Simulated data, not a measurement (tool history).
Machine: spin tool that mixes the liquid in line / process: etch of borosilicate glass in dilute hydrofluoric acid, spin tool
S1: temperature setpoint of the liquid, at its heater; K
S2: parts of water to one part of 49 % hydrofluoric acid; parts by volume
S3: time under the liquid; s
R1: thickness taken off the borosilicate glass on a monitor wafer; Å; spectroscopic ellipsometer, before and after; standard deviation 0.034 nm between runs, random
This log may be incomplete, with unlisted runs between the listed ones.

run 1 hour=0.0 | S1=294.15 S2=195 S3=65 | R1=57.288
run 2 hour=8.5 | S1=291.65 S2=195 S3=65 | R1=52.169
run 3 hour=13.5 | S1=290.65 S2=200 S3=65 | R1=48.408
run 4 hour=18.5 | S1=293.15 S2=200 S3=65 | R1=54.320
run 5 hour=23.6 | S1=292.65 S2=200 S3=65 | R1=53.031
run 6 hour=29.0 | S1=292.65 S2=175 S3=65 | R1=61.382
-- hour=31.5 thermometer replaced
run 7 hour=31.5 | S1=292.15 S2=180 S3=65 | R1=62.189
run 8 hour=32.6 | S1=292.15 S2=185 S3=65 | R1=59.496

Run 9 comes next. What will it give?
run 9 hour=33.9 | S1=292.15 S2=190 S3=65 | R1=?

R1: 58.082 Å
